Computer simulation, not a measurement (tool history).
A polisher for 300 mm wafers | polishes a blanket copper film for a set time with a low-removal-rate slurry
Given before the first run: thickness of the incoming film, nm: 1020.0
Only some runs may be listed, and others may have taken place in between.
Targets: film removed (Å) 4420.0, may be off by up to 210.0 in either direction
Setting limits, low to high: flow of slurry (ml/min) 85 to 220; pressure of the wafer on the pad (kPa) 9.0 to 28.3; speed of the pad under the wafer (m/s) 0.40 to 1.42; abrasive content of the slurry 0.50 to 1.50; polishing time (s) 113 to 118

run	hour	flow of slurry (ml/min)	pressure of the wafer on the pad (kPa)	speed of the pad under the wafer (m/s)	abrasive content of the slurry	polishing time (s)	film removed (Å)
1	0.0	140	18.6	0.90	1.00	113	2750.1
2	4.1	110	18.6	0.90	1.00	113	2598.0
3	10.3	115	20.0	0.90	1.00	113	2880.3
4	17.6	115	18.6	0.90	1.00	113	2704.9
5	25.0	115	18.6	0.90	1.15	113	2752.6
6	25.8	120	20.0	0.90	1.15	113	3006.6
7	31.6	140	24.8	0.92	1.15	113	3872.1
8	39.7	140	25.5	0.92	1.15	113	3849.8
9	43.2	140	26.2	0.92	1.15	113	4061.5

Which single option among these 4 for the next run brings every result within its allowed miss of target? Just one does.
A	46.7	140	26.9	0.88	1.20	113	?
B	46.7	115	28.3	0.90	1.20	118	?
C	46.7	125	25.5	0.96	0.95	114	?
D	46.7	135	22.8	0.94	1.45	118	?

move	film removed (Å)
A	4084.4
B	4403.6
C	4022.4
D	3957.3
A: moves toward the targets from the last run without getting all of them in spec
B: hits every target within its allowed miss
C: its largest miss is bigger than the last run's
D: its largest miss is bigger than the last run's
B meets every target.

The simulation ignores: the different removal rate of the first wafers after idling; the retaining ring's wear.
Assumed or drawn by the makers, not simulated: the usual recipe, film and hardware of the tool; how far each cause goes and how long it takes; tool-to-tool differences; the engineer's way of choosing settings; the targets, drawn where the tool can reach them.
